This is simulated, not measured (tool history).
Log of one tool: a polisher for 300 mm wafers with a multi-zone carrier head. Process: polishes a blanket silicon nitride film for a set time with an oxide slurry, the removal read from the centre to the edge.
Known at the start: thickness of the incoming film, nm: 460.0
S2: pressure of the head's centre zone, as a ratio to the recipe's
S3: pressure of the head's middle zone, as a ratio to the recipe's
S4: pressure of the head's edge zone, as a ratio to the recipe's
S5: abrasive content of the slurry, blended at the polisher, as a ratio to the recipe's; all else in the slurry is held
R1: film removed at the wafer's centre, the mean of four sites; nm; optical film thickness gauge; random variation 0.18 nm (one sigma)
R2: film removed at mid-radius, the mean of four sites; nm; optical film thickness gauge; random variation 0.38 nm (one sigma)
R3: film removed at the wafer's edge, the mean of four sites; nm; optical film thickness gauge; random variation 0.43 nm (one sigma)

{"run": 1, "hour": 0.0, "flow of slurry (ml/min)": 210, "S2": 1.0, "S3": 1.0, "S4": 1.0, "S5": 1.0, "polishing time (s)": 61, "R1": 58.949, "R2": 59.181, "R3": 59.244}
{"run": 2, "hour": 8.1, "flow of slurry (ml/min)": 205, "S2": 0.99, "S3": 0.98, "S4": 0.98, "S5": 0.9, "polishing time (s)": 57, "R1": 50.949, "R2": 50.629, "R3": 51.531}
{"run": 3, "hour": 14.5, "flow of slurry (ml/min)": 205, "S2": 0.98, "S3": 0.97, "S4": 0.96, "S5": 0.85, "polishing time (s)": 54, "R1": 45.924, "R2": 46.183, "R3": 46.558}
{"run": 4, "hour": 19.0, "flow of slurry (ml/min)": 205, "S2": 0.98, "S3": 1.02, "S4": 0.96, "S5": 0.85, "polishing time (s)": 54, "R1": 45.808, "R2": 47.328, "R3": 46.703}
{"run": 5, "hour": 26.6, "flow of slurry (ml/min)": 205, "S2": 0.89, "S3": 1.02, "S4": 0.96, "S5": 0.85, "polishing time (s)": 54, "R1": 41.974, "R2": 47.927, "R3": 46.878}
{"run": 6, "hour": 33.1, "flow of slurry (ml/min)": 200, "S2": 0.89, "S3": 1.0, "S4": 0.94, "S5": 0.8, "polishing time (s)": 52, "R1": 38.823, "R2": 43.49, "R3": 41.757}

Run 7 comes next. What will it give?
{"run": 7, "hour": 39.3, "flow of slurry (ml/min)": 195, "S2": 0.88, "S3": 0.97, "S4": 0.94, "S5": 0.75, "polishing time (s)": 51, "R1": "?", "R2": "?", "R3": "?"}

R1: 35.231 nm
R2: 38.485 nm
R3: 39.210 nm
